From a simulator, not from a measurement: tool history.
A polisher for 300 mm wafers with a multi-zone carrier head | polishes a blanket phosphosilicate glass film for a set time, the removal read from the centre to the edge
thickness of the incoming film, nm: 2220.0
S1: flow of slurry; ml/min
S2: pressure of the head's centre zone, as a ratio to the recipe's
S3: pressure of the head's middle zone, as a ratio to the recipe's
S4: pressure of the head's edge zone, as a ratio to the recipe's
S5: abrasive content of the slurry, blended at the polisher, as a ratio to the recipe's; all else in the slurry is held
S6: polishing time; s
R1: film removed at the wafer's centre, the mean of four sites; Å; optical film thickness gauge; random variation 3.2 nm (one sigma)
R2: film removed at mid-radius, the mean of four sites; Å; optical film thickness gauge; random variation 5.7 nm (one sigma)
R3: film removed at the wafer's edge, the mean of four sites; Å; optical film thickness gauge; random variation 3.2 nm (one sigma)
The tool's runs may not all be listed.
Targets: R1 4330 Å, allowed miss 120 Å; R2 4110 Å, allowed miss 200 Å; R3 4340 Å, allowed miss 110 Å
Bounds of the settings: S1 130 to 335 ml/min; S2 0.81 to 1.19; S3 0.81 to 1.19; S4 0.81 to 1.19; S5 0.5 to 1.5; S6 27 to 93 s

run,day,S1,S2,S3,S4,S5,S6,R1,R2,R3
1,0,215,1,1,1,1,59,7019.4,7318.8,7228.9
2,0.375,215,1,1,1,1,51,6073.1,6245.7,6303.1
3,0.438,215,1,1,1,0.9,51,5894.4,6000.2,6024.1
4,0.488,215,1,1,1,0.9,43,4933.7,5099.8,5069.2
5,0.704,215,1,1,1.03,0.9,43,4957.6,5119.5,5183.9
6,0.979,205,0.99,0.97,1,0.85,43,4794.9,4893.7,5015
7,1.05,200,0.99,0.95,0.98,0.8,43,4719.8,4599,4785.3
8,1.304,190,0.98,0.94,0.96,0.8,43,4597.7,4649.2,4728.3
9,1.404,185,0.98,0.92,0.95,0.8,43,4569.9,4471.4,4730.9
10,1.771,180,0.98,0.91,0.93,0.8,43,4579.2,4455.6,4705.3
11,1.942,175,0.98,0.9,0.91,0.8,43,4544.5,4254.4,4581
12,2.15,175,0.98,0.9,0.91,0.8,43,4491.5,4261.7,4605.6
13,2.283,170,0.98,0.9,0.89,0.8,43,4531.2,4286.1,4523.4
14,2.45,165,0.98,0.9,0.88,0.8,43,4443.8,4259.1,4516.3
15,2.662,165,0.98,0.9,0.88,0.8,43,4473.5,4301.5,4498.1

Which of these 5 next moves meets every target?
A,2.875,240,0.99,0.9,0.94,0.95,37,?,?,?
B,2.875,170,0.99,0.81,0.96,0.55,49,?,?,?
C,2.875,135,0.96,0.9,0.87,0.6,50,?,?,?
D,2.875,165,1,0.83,1.01,0.6,45,?,?,?
E,2.875,135,0.93,0.82,0.9,1,44,?,?,?

move,R1,R2,R3
A,4375.5,4187.6,4382.9
B,4606.1,4079,4761.9
C,4427.1,4426,4599.8
D,4359.5,3898.1,4577.7
E,4421,4238.3,4822.6
A: meets every target
B: further off than the last run
C: further off than the last run
D: further off than the last run
E: further off than the last run
Answer: A
